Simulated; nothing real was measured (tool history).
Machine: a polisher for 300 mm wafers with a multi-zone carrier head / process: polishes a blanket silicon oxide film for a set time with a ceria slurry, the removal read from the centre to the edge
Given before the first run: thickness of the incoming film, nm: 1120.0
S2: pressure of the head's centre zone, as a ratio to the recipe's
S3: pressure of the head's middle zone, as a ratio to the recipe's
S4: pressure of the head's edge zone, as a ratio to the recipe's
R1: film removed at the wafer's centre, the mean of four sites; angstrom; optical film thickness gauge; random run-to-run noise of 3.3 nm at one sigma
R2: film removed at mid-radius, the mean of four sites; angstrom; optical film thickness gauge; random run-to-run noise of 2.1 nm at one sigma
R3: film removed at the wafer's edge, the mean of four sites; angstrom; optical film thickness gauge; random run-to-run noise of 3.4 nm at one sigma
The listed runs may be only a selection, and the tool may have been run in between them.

{"run": 1, "hour": 0.0, "flow of slurry (ml/min)": 280, "S2": 1.0, "S3": 1.0, "S4": 1.0, "polishing time (s)": 47, "R1": 3892.6, "R2": 4449.9, "R3": 4488.7}
{"run": 2, "hour": 7.9, "flow of slurry (ml/min)": 280, "S2": 1.0, "S3": 1.0, "S4": 0.93, "polishing time (s)": 47, "R1": 3942.6, "R2": 4419.2, "R3": 4319.2}
{"run": 3, "hour": 8.6, "flow of slurry (ml/min)": 270, "S2": 1.03, "S3": 0.97, "S4": 0.95, "polishing time (s)": 44, "R1": 3792.3, "R2": 4060.7, "R3": 4047.4}
{"run": 4, "hour": 16.8, "flow of slurry (ml/min)": 270, "S2": 0.96, "S3": 0.97, "S4": 0.95, "polishing time (s)": 44, "R1": 3480.9, "R2": 4014.0, "R3": 4091.4}
{"run": 5, "hour": 18.8, "flow of slurry (ml/min)": 270, "S2": 0.96, "S3": 1.05, "S4": 0.95, "polishing time (s)": 44, "R1": 3479.9, "R2": 4247.8, "R3": 3916.9}
{"run": 6, "hour": 21.9, "flow of slurry (ml/min)": 265, "S2": 1.0, "S3": 1.01, "S4": 0.97, "polishing time (s)": 41, "R1": 3360.5, "R2": 3874.9, "R3": 3801.0}
{"hour": 23.3, "done": "centre zone pressure recalibrated"}
{"run": 7, "hour": 23.3, "flow of slurry (ml/min)": 265, "S2": 1.03, "S3": 0.97, "S4": 0.98, "polishing time (s)": 38, "R1": 3550.2, "R2": 3420.0, "R3": 3534.1}
{"run": 8, "hour": 28.2, "flow of slurry (ml/min)": 260, "S2": 1.02, "S3": 0.94, "S4": 0.98, "polishing time (s)": 37, "R1": 3467.8, "R2": 3268.0, "R3": 3387.9}
{"run": 9, "hour": 37.2, "flow of slurry (ml/min)": 260, "S2": 1.02, "S3": 0.94, "S4": 0.98, "polishing time (s)": 37, "R1": 3497.0, "R2": 3294.0, "R3": 3412.4}
{"run": 10, "hour": 44.3, "flow of slurry (ml/min)": 255, "S2": 1.0, "S3": 0.92, "S4": 1.01, "polishing time (s)": 36, "R1": 3345.3, "R2": 3140.7, "R3": 3409.3}
{"run": 11, "hour": 52.9, "flow of slurry (ml/min)": 250, "S2": 0.99, "S3": 0.9, "S4": 1.02, "polishing time (s)": 35, "R1": 3208.7, "R2": 2958.2, "R3": 3311.9}
{"run": 12, "hour": 56.1, "flow of slurry (ml/min)": 245, "S2": 0.99, "S3": 0.88, "S4": 1.02, "polishing time (s)": 34, "R1": 3158.2, "R2": 2792.0, "R3": 3226.0}
{"run": 13, "hour": 57.0, "flow of slurry (ml/min)": 240, "S2": 0.99, "S3": 0.87, "S4": 1.02, "polishing time (s)": 34, "R1": 3016.9, "R2": 2813.4, "R3": 3237.3}
{"run": 14, "hour": 59.9, "flow of slurry (ml/min)": 240, "S2": 1.0, "S3": 0.86, "S4": 1.03, "polishing time (s)": 33, "R1": 3072.9, "R2": 2676.5, "R3": 3104.4}

Forecast run 15:
{"run": 15, "hour": 62.6, "flow of slurry (ml/min)": 210, "S2": 0.98, "S3": 0.81, "S4": 1.09, "polishing time (s)": 32, "R1": "?", "R2": "?", "R3": "?"}

R1: 2853.0 angstrom
R2: 2436.5 angstrom
R3: 3066.9 angstrom
